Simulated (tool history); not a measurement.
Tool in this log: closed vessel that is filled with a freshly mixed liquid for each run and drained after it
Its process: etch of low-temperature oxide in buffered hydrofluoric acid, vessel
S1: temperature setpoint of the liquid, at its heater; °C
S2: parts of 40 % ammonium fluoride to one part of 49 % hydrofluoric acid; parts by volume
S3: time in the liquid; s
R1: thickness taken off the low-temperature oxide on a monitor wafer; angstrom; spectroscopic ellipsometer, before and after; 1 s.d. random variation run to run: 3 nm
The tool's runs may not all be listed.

| run | hour | S1 | S2 | S3 | R1 |
|---|---|---|---|---|---|
| 1 | 0 | 23 | 9.5 | 100 | 4415.7 |
| 2 | 2.7 | 23 | 7.5 | 100 | 5541.2 |
| 3 | 6.9 | 23 | 7.5 | 110 | 6046.9 |
| 4 | 8.2 | 23 | 7.5 | 100 | 5579.4 |
| 5 | 15.3 | 21.5 | 8 | 100 | 4756.8 |
| 6 | 16.8 | 20.5 | 8 | 100 | 4472.3 |

For run 7, what comes out?
| 7 | 18.2 | 19.5 | 8 | 100 | ? |

Run 7 produced R1 4271.7 angstrom.
